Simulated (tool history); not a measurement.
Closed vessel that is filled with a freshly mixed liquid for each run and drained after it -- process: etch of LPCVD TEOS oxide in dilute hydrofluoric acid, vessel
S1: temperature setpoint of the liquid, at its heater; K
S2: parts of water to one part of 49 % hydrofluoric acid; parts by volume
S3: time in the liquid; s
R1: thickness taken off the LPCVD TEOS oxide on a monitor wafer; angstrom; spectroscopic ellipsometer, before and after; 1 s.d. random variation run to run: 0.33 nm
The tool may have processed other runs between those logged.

run 1 hour=0 | S1=296.15 S2=205 S3=85 | R1=106.61
run 2 hour=8.5 | S1=296.15 S2=205 S3=85 | R1=108.77
run 3 hour=16.6 | S1=296.15 S2=150 S3=85 | R1=155.52
run 4 hour=24.7 | S1=297.15 S2=140 S3=85 | R1=174.3
run 5 hour=30.2 | S1=297.15 S2=140 S3=85 | R1=172.55
run 6 hour=32.6 | S1=297.15 S2=140 S3=85 | R1=174.27
run 7 hour=39.8 | S1=298.15 S2=130 S3=85 | R1=199.43
run 8 hour=47 | S1=298.65 S2=125 S3=85 | R1=212.05
run 9 hour=51.7 | S1=299.15 S2=120 S3=85 | R1=223.86
run 10 hour=54 | S1=299.65 S2=115 S3=85 | R1=240.56
run 11 hour=54.7 | S1=300.15 S2=110 S3=85 | R1=258.36

Estimate the outcome of run 12 from the log above:
run 12 hour=58.8 | S1=300.65 S2=110 S3=85 | R1=?

{"run 12": {"R1": 263.38}}
